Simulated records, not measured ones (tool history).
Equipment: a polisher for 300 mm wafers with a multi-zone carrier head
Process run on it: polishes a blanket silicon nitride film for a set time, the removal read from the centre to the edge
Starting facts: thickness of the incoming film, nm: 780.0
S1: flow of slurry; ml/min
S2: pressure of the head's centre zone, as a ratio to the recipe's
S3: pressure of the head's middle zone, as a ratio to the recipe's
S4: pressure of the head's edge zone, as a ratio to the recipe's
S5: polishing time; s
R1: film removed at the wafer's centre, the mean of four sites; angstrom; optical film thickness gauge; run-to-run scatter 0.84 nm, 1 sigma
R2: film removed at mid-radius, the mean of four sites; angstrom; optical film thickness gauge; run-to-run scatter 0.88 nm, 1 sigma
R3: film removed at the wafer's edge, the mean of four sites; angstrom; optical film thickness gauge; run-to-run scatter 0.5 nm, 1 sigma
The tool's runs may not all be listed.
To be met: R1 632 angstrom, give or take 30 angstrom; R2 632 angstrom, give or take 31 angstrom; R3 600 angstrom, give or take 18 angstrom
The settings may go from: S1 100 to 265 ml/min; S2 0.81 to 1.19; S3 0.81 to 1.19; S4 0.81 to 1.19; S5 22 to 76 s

run 1 hour=0 | S1=170 S2=1 S3=1 S4=1 S5=49 | R1=719.97 R2=707.11 R3=730.86
run 2 hour=3.8 | S1=170 S2=1 S3=1.08 S4=1 S5=49 | R1=743.38 R2=757.97 R3=731.68
run 3 hour=9.1 | S1=170 S2=1 S3=1.01 S4=1 S5=49 | R1=734.53 R2=711.4 R3=736.64
run 4 hour=15.5 | S1=170 S2=1.06 S3=1.01 S4=1 S5=49 | R1=777.35 R2=708.35 R3=734.76
run 5 hour=19.3 | S1=140 S2=1.06 S3=1.01 S4=1 S5=49 | R1=768.53 R2=697.22 R3=718.51
run 6 hour=25.5 | S1=140 S2=1.06 S3=1.01 S4=0.93 S5=49 | R1=772.76 R2=687.87 R3=698.11
run 7 hour=32.9 | S1=125 S2=0.97 S3=1.07 S4=0.85 S5=42 | R1=577.65 R2=606.59 R3=565.75
run 8 hour=41.2 | S1=130 S2=0.98 S3=1.07 S4=0.86 S5=42 | R1=590.13 R2=615.94 R3=573.75

Exactly one of the 5 candidate moves below puts every result within its allowed miss. Which one?
run A hour=49.5 | S1=130 S2=1.13 S3=1.14 S4=0.81 S5=39 | R1=? R2=? R3=?
run B hour=49.5 | S1=130 S2=1.07 S3=1.12 S4=0.81 S5=40 | R1=? R2=? R3=?
run C hour=49.5 | S1=120 S2=1.01 S3=1.05 S4=0.87 S5=44 | R1=? R2=? R3=?
run D hour=49.5 | S1=100 S2=0.91 S3=1 S4=0.95 S5=42 | R1=? R2=? R3=?
run E hour=49.5 | S1=135 S2=0.94 S3=1.05 S4=0.97 S5=42 | R1=? R2=? R3=?

move=A R1=627.52 R2=601.66 R3=511.52
move=B R1=609.13 R2=609.34 R3=524.76
move=C R1=624.41 R2=633.09 R3=591.82
move=D R1=521.47 R2=569.58 R3=578.44
move=E R1=564.22 R2=613.91 R3=600.72
A: moves away from the targets compared with the last run
B: moves away from the targets compared with the last run
C: in spec on every target
D: moves away from the targets compared with the last run
E: gets the furthest-off result to its target, but another result is out of tolerance
The move that meets every target is C.
